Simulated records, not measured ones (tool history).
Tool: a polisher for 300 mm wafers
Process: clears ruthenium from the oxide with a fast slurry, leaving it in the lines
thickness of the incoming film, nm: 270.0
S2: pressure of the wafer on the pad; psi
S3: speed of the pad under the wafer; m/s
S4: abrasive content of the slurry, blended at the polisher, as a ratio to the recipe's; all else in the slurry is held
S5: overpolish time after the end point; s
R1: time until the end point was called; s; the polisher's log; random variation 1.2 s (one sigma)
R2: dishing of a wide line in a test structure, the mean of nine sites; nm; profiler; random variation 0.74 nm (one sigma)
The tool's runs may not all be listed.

Run 1, hour 0.0: flow of slurry (ml/min) 200, S2 3.3 psi, S3 1.26 m/s, S4 1.00, S5 29 s. Result: R1 43.214 s, R2 90.560 nm.
Run 2, hour 2.9: flow of slurry (ml/min) 200, S2 3.3 psi, S3 1.10 m/s, S4 1.00, S5 29 s. Result: R1 47.460 s, R2 86.675 nm.
Run 3, hour 6.2: flow of slurry (ml/min) 200, S2 2.5 psi, S3 1.10 m/s, S4 1.00, S5 29 s. Result: R1 64.670 s, R2 68.752 nm.
Run 4, hour 7.9: flow of slurry (ml/min) 205, S2 2.3 psi, S3 1.12 m/s, S4 1.05, S5 26 s. Result: R1 66.330 s, R2 65.770 nm.
Run 5, hour 11.2: flow of slurry (ml/min) 190, S2 2.2 psi, S3 1.24 m/s, S4 0.95, S5 23 s. Result: R1 66.773 s, R2 59.519 nm.
Run 6, hour 15.6: flow of slurry (ml/min) 180, S2 2.1 psi, S3 1.34 m/s, S4 0.90, S5 21 s. Result: R1 69.874 s, R2 56.169 nm.
Run 7, hour 16.5: flow of slurry (ml/min) 170, S2 2.0 psi, S3 1.44 m/s, S4 0.85, S5 19 s. Result: R1 70.725 s, R2 49.627 nm.
Run 8, hour 23.6: flow of slurry (ml/min) 170, S2 2.0 psi, S3 1.44 m/s, S4 0.85, S5 19 s. Result: R1 72.916 s, R2 47.846 nm.

Forecast run 9:
Run 9, hour 26.8: flow of slurry (ml/min) 160, S2 2.1 psi, S3 1.52 m/s, S4 0.80, S5 17 s. Result: R1 ?, R2 ?.

{"run 9": {"R1": 71.19, "R2": 48.691}}
